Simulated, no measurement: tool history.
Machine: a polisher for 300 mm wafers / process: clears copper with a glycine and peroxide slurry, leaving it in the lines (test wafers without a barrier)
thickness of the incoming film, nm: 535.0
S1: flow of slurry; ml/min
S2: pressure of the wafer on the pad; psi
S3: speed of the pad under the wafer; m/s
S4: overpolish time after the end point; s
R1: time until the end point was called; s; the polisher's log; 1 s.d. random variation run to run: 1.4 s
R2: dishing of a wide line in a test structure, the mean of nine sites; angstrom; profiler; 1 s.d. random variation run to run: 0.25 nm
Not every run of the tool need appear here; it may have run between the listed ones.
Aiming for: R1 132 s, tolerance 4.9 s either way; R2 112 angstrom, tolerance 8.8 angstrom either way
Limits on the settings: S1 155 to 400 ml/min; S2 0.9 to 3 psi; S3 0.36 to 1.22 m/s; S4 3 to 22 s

run	hour	S1	S2	S3	S4	R1	R2
1	0	255	1.9	0.78	11	162.4	243.79
2	1.6	255	1.9	0.78	16	162.53	311.88
3	10	255	1.9	0.62	16	186.36	289.32
4	15.5	255	1.9	0.62	12	183.02	232.29
5	18.1	315	1.9	0.62	12	178.51	241.91
6	19.1	290	1.8	0.7	11	174.4	225.26
7	27.1	275	1.7	0.78	10	169.51	208.93
# hour 32.6: head pressure recalibrated
8	32.6	275	1.7	0.78	10	180.57	193.2
9	39.5	280	1.7	0.84	9	173.34	189.08
10	46.9	265	1.7	0.9	8	167.15	169.92
11	51.7	265	1.7	0.9	8	167.46	171.84
12	53.8	250	1.7	0.94	7	163.63	147.64
13	54.4	245	1.8	0.96	6	159.29	134.76
14	55.7	245	1.9	0.96	6	153.52	143.41
15	63.9	240	2	0.98	6	147.12	145.6
16	72.4	235	2	0.98	6	150.63	148.5
17	80.1	305	2	1.02	3	144.64	79.797
18	87	295	2	1.02	3	139.63	78.506

Exercise: of the 4 proposed moves below, exactly one satisfies all targets within the stated allowed misses. Which move is it?
A	93.9	285	1.9	1.04	5	?	?
B	93.9	195	1.8	1.08	5	?	?
C	93.9	315	2.1	1.2	3	?	?
D	93.9	275	2.3	1.04	4	?	?

move	R1	R2
A	148.17	125.6
B	156.61	119.07
C	127.23	89.115
D	133.41	112.41
A: takes the result that was furthest off past its target
B: puts the biggest miss on target and leaves a different result outside tolerance
C: nearer than the last run, and not there yet
D: each result inside its tolerance
The right move is D.
